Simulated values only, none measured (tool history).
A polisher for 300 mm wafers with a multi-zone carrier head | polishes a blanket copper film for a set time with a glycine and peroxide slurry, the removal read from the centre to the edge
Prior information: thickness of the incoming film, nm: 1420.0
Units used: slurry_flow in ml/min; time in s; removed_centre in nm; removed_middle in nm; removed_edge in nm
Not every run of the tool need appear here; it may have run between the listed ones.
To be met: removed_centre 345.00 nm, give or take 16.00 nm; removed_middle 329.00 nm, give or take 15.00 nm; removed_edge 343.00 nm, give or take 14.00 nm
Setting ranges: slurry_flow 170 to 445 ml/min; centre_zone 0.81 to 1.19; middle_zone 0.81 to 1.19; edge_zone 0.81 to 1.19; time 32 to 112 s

run	hour	slurry_flow	centre_zone	middle_zone	edge_zone	time	removed_centre	removed_middle	removed_edge
1	0.0	285	1.00	1.00	1.00	72	406.79	418.87	410.02
2	8.2	285	0.95	1.00	1.00	72	397.50	402.66	415.74
3	16.5	285	0.95	0.94	1.00	72	394.21	395.40	403.50
4	21.0	250	0.95	0.94	1.00	72	386.72	385.95	409.40
5	22.8	250	1.00	0.94	1.00	72	407.35	392.46	406.33
6	24.2	250	1.00	0.94	1.05	72	418.42	385.15	420.34
7	32.0	245	0.98	0.87	0.95	60	328.37	300.29	335.31
8	36.0	250	0.98	0.88	0.95	60	337.93	299.40	324.70
9	43.2	230	0.93	0.94	0.98	65	334.32	340.69	362.40
10	45.0	235	0.94	0.94	0.97	65	336.25	342.71	357.22

Pick the move, out of 4, that brings all results within their allowed miss; only one does.
A	46.8	220	0.90	0.91	1.00	69	?	?	?
B	46.8	360	0.95	0.98	0.81	64	?	?	?
C	46.8	265	0.98	0.93	0.96	62	?	?	?
D	46.8	220	0.89	0.83	1.10	63	?	?	?

move	removed_centre	removed_middle	removed_edge
A	352.58	357.61	387.60
B	364.44	370.23	338.10
C	353.26	333.87	346.75
D	318.13	302.62	371.36
A: its largest miss is bigger than the last run's
B: the worst result of the last run now meets its target, but another is out of spec
C: in spec on every target
D: its largest miss is bigger than the last run's
C is the move that brings every result within its allowed miss.
